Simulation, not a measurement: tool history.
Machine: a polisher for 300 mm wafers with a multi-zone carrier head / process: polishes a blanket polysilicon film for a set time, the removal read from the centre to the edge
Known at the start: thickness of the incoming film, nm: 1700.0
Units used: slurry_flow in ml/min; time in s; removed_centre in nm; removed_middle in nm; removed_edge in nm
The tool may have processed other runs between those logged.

run    day  slurry_flow  centre_zone  middle_zone  edge_zone  time  removed_centre  removed_middle  removed_edge
  1  0.000          295         1.00         1.00       1.00    60          607.99          583.80        599.47
  2  0.225          340         1.00         1.00       1.00    60          617.16          591.55        602.75
  3  0.504          270         1.00         1.00       1.00    60          602.13          580.94        579.56
  4  0.862          225         1.00         1.00       1.00    60          585.43          562.16        583.78
  5  0.925          225         1.00         1.00       0.96    60          583.85          584.46        559.45
  6  1.258          225         1.00         1.00       0.96    73          713.29          690.06        686.40
  7  1.471          230         1.00         0.99       0.95    70          687.78          667.96        657.41
  8  1.588          230         1.00         0.98       0.94    67          666.45          627.58        611.81
  9  1.800          265         0.90         0.93       0.84    50          452.33          459.26        455.51
 10  1.888          265         0.91         0.93       0.84    49          449.07          449.19        447.91

What will run 11 give?
 11  2.221          265         0.92         0.94       0.84    49               ?               ?             ?

Run 11 produced removed_centre 446.03 nm, removed_middle 448.53 nm, removed_edge 451.72 nm.

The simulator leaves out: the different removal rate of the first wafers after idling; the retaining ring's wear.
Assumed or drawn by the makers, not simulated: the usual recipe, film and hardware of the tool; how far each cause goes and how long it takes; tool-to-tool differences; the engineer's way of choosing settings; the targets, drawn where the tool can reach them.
